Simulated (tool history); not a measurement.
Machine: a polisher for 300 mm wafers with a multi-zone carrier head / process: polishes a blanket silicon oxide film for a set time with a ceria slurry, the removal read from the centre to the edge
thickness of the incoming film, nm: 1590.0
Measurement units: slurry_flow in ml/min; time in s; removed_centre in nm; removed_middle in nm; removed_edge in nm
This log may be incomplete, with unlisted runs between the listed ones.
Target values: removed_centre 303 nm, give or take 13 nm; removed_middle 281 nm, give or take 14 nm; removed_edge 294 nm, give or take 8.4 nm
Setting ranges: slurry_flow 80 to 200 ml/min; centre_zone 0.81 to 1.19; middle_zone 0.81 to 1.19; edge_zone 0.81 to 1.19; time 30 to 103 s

Run 1, hour 0: slurry_flow 130 ml/min, centre_zone 1, middle_zone 1, edge_zone 1, time 66 s. Result: removed_centre 199.5 nm, removed_middle 203.63 nm, removed_edge 202.96 nm.
Run 2, hour 3.2: slurry_flow 130 ml/min, centre_zone 1, middle_zone 1.03, edge_zone 1, time 66 s. Result: removed_centre 198.39 nm, removed_middle 208.06 nm, removed_edge 201.97 nm.
Run 3, hour 11.3: slurry_flow 130 ml/min, centre_zone 1, middle_zone 1.03, edge_zone 1.06, time 66 s. Result: removed_centre 204.46 nm, removed_middle 205.4 nm, removed_edge 207.63 nm.
Run 4, hour 16.9: slurry_flow 130 ml/min, centre_zone 1.03, middle_zone 1.03, edge_zone 1.06, time 66 s. Result: removed_centre 201.02 nm, removed_middle 204.61 nm, removed_edge 208.84 nm.
Run 5, hour 23.7: slurry_flow 130 ml/min, centre_zone 1.03, middle_zone 1.03, edge_zone 1.06, time 79 s. Result: removed_centre 240.46 nm, removed_middle 250.49 nm, removed_edge 248.38 nm.
Run 6, hour 29.3: slurry_flow 130 ml/min, centre_zone 0.96, middle_zone 1.03, edge_zone 1.06, time 79 s. Result: removed_centre 228.31 nm, removed_middle 251.74 nm, removed_edge 247.39 nm.
Run 7, hour 30.9: slurry_flow 140 ml/min, centre_zone 1, middle_zone 1.02, edge_zone 1.08, time 80 s. Result: removed_centre 244.12 nm, removed_middle 252.49 nm, removed_edge 260.49 nm.
Run 8, hour 33.6: slurry_flow 150 ml/min, centre_zone 1.03, middle_zone 1.03, edge_zone 1.08, time 81 s. Result: removed_centre 262.29 nm, removed_middle 259.26 nm, removed_edge 261.7 nm.
Run 9, hour 42.5: slurry_flow 155 ml/min, centre_zone 1.03, middle_zone 1.03, edge_zone 1.1, time 82 s. Result: removed_centre 272.81 nm, removed_middle 268.4 nm, removed_edge 268.74 nm.
Run 10, hour 44.8: slurry_flow 155 ml/min, centre_zone 1.03, middle_zone 1.03, edge_zone 1.1, time 82 s. Result: removed_centre 269.36 nm, removed_middle 265.81 nm, removed_edge 269.88 nm.
Run 11, hour 45.4: slurry_flow 160 ml/min, centre_zone 1.03, middle_zone 1.03, edge_zone 1.12, time 83 s. Result: removed_centre 267.05 nm, removed_middle 267.73 nm, removed_edge 275.46 nm.
Run 12, hour 47.2: slurry_flow 165 ml/min, centre_zone 1.05, middle_zone 1.03, edge_zone 1.13, time 84 s. Result: removed_centre 282.3 nm, removed_middle 281.88 nm, removed_edge 283.7 nm.
Run 13, hour 48: slurry_flow 170 ml/min, centre_zone 1.06, middle_zone 1.02, edge_zone 1.13, time 84 s. Result: removed_centre 281.97 nm, removed_middle 277.26 nm, removed_edge 282.28 nm.
Run 14, hour 53.8: slurry_flow 170 ml/min, centre_zone 1.06, middle_zone 1.02, edge_zone 1.13, time 84 s. Result: removed_centre 289.2 nm, removed_middle 282.21 nm, removed_edge 280.42 nm.

Of the 5 settings listed for the next run, only one would bring every result within its allowed miss of target. Which one?
Run A, hour 59.6: slurry_flow 200 ml/min, centre_zone 1.02, middle_zone 1.08, edge_zone 1.06, time 83 s. Result: removed_centre ?, removed_middle ?, removed_edge ?.
Run B, hour 59.6: slurry_flow 195 ml/min, centre_zone 1.12, middle_zone 1.03, edge_zone 1.19, time 84 s. Result: removed_centre ?, removed_middle ?, removed_edge ?.
Run C, hour 59.6: slurry_flow 125 ml/min, centre_zone 1.08, middle_zone 1, edge_zone 1.03, time 88 s. Result: removed_centre ?, removed_middle ?, removed_edge ?.
Run D, hour 59.6: slurry_flow 190 ml/min, centre_zone 1.08, middle_zone 1.09, edge_zone 1.05, time 80 s. Result: removed_centre ?, removed_middle ?, removed_edge ?.
Run E, hour 59.6: slurry_flow 180 ml/min, centre_zone 1.11, middle_zone 1, edge_zone 1.1, time 81 s. Result: removed_centre ?, removed_middle ?, removed_edge ?.

move  removed_centre  removed_middle  removed_edge
   A          282.65          298.04        274.85
   B          312.89          288.42        294.48
   C          287.15          270.94         269.9
   D          286.13          287.24        262.14
   E          294.78          267.93         270.3
A: its largest miss is bigger than the last run's
B: in spec on every target
C: its largest miss is bigger than the last run's
D: its largest miss is bigger than the last run's
E: its largest miss is bigger than the last run's
So the answer is move B, the one that meets all the targets.
